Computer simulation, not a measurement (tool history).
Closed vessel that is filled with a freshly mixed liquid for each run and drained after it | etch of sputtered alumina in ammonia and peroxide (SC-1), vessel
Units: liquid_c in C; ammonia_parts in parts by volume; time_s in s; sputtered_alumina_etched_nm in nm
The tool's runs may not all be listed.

run	hour	liquid_c	ammonia_parts	time_s	sputtered_alumina_etched_nm
1	0	54	0.9	100	4.8492
2	7.1	53.5	0.9	100	4.5986
3	8.2	53	0.9	100	4.5299
4	12.6	53	0.6	100	4.3826
5	16.7	52.5	0.6	100	4.1999
6	20	52.5	0.6	80	3.3875

Forecast run 7:
7	23.4	52.5	0.6	80	?

Run 7 gave sputtered_alumina_etched_nm 3.4146 nm.

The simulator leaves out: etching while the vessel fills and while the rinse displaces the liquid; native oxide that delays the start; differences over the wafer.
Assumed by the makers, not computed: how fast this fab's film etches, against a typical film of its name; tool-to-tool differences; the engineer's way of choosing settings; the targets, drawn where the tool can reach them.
